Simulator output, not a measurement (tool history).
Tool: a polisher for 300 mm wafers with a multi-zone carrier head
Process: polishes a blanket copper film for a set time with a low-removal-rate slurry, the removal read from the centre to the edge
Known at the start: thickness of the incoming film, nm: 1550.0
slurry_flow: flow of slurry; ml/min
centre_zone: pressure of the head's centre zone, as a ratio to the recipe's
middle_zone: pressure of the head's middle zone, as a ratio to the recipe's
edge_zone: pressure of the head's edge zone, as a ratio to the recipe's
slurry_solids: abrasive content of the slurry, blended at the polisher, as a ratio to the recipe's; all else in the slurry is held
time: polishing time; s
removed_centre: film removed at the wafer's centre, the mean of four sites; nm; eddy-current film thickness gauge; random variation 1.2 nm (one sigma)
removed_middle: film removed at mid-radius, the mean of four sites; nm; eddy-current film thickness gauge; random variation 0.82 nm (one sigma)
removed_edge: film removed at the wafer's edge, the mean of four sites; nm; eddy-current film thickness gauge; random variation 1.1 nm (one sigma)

run 1 hour=0.0 | slurry_flow=295 centre_zone=1.00 middle_zone=1.00 edge_zone=1.00 slurry_solids=1.00 time=65 | removed_centre=173.920 removed_middle=174.890 removed_edge=170.57
run 2 hour=1.9 | slurry_flow=290 centre_zone=0.98 middle_zone=0.98 edge_zone=0.99 slurry_solids=0.90 time=61 | removed_centre=157.800 removed_middle=157.170 removed_edge=157.45
run 3 hour=5.0 | slurry_flow=290 centre_zone=0.98 middle_zone=0.98 edge_zone=0.99 slurry_solids=1.05 time=61 | removed_centre=162.180 removed_middle=158.730 removed_edge=161.89
run 4 hour=13.4 | slurry_flow=285 centre_zone=0.96 middle_zone=0.97 edge_zone=0.98 slurry_solids=0.95 time=57 | removed_centre=144.830 removed_middle=145.610 removed_edge=147.25
run 5 hour=16.2 | slurry_flow=285 centre_zone=0.88 middle_zone=0.97 edge_zone=0.98 slurry_solids=0.95 time=57 | removed_centre=129.610 removed_middle=144.910 removed_edge=145.74
run 6 hour=24.2 | slurry_flow=280 centre_zone=0.87 middle_zone=0.95 edge_zone=0.97 slurry_solids=0.90 time=54 | removed_centre=123.350 removed_middle=137.670 removed_edge=136.95
run 7 hour=26.5 | slurry_flow=275 centre_zone=0.87 middle_zone=0.93 edge_zone=0.98 slurry_solids=0.85 time=51 | removed_centre=116.620 removed_middle=123.600 removed_edge=126.99
run 8 hour=33.1 | slurry_flow=270 centre_zone=0.86 middle_zone=0.92 edge_zone=0.99 slurry_solids=0.80 time=49 | removed_centre=107.130 removed_middle=116.800 removed_edge=124.84
run 9 hour=34.4 | slurry_flow=270 centre_zone=0.86 middle_zone=0.91 edge_zone=0.98 slurry_solids=0.75 time=48 | removed_centre=106.310 removed_middle=110.890 removed_edge=119.44
run 10 hour=38.1 | slurry_flow=265 centre_zone=0.85 middle_zone=0.90 edge_zone=0.97 slurry_solids=0.70 time=47 | removed_centre=98.832 removed_middle=105.900 removed_edge=112.58
run 11 hour=42.0 | slurry_flow=260 centre_zone=0.85 middle_zone=0.89 edge_zone=0.96 slurry_solids=0.65 time=47 | removed_centre=100.560 removed_middle=104.450 removed_edge=112.17
run 12 hour=45.5 | slurry_flow=260 centre_zone=0.84 middle_zone=0.88 edge_zone=0.95 slurry_solids=0.65 time=46 | removed_centre=96.667 removed_middle=101.670 removed_edge=111.10
run 13 hour=54.4 | slurry_flow=260 centre_zone=0.84 middle_zone=0.88 edge_zone=0.94 slurry_solids=0.65 time=45 | removed_centre=93.583 removed_middle=98.807 removed_edge=107.01
run 14 hour=57.1 | slurry_flow=260 centre_zone=0.84 middle_zone=0.87 edge_zone=0.92 slurry_solids=0.65 time=45 | removed_centre=93.528 removed_middle=98.212 removed_edge=107.25
run 15 hour=59.4 | slurry_flow=260 centre_zone=0.84 middle_zone=0.87 edge_zone=0.91 slurry_solids=0.65 time=45 | removed_centre=94.549 removed_middle=100.670 removed_edge=104.44
run 16 hour=64.7 | slurry_flow=260 centre_zone=0.84 middle_zone=0.86 edge_zone=0.91 slurry_solids=0.65 time=45 | removed_centre=94.625 removed_middle=97.846 removed_edge=106.21
run 17 hour=70.8 | slurry_flow=260 centre_zone=0.84 middle_zone=0.85 edge_zone=0.90 slurry_solids=0.65 time=45 | removed_centre=92.822 removed_middle=96.244 removed_edge=106.86
run 18 hour=79.3 | slurry_flow=260 centre_zone=0.84 middle_zone=0.85 edge_zone=0.90 slurry_solids=0.65 time=45 | removed_centre=92.320 removed_middle=96.251 removed_edge=103.31

Run 19 comes next. What will it give?
run 19 hour=84.3 | slurry_flow=260 centre_zone=0.84 middle_zone=0.84 edge_zone=0.89 slurry_solids=0.65 time=45 | removed_centre=? removed_middle=? removed_edge=?

removed_centre: 94.545 nm
removed_middle: 95.594 nm
removed_edge: 105.88 nm
